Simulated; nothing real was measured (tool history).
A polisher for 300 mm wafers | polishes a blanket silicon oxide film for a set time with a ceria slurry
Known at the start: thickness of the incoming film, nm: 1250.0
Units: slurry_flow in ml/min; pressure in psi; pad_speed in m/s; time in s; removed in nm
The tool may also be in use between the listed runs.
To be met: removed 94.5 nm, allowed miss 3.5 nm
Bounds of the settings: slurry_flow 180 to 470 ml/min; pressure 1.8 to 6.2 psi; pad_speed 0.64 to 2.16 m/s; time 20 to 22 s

run,hour,slurry_flow,pressure,pad_speed,time,removed
1,0,300,4,1.4,22,185.73
2,6,300,3.4,1.4,22,157.26
3,9.5,300,3.4,1.56,22,174.86
4,16.6,300,2.9,1.48,22,142.58
5,20.2,300,2.6,1.44,22,125
6,27.5,300,2.6,1.44,22,127.59
7,28.6,300,2.4,1.42,22,115.84
8,35,300,2.4,1.42,22,114.26
# hour 41.8: slurry nozzle cleaned
9,41.8,300,2.2,1.42,22,109.47
10,50.1,300,1.8,1.34,22,86.062
11,54.6,300,2.1,1.34,22,100.52

4 next moves are on the table. One of them brings every result within its allowed miss. Which?
A,59.1,285,2.4,1.28,22,?
B,59.1,315,1.8,1.5,22,?
C,59.1,315,2.6,1.28,20,?
D,59.1,365,2.7,1.22,21,?

move,removed
A,108.91
B,97.516
C,107.62
D,112.95
A: further off than the last run
B: meets every target
C: further off than the last run
D: further off than the last run
Move B is the one to make.

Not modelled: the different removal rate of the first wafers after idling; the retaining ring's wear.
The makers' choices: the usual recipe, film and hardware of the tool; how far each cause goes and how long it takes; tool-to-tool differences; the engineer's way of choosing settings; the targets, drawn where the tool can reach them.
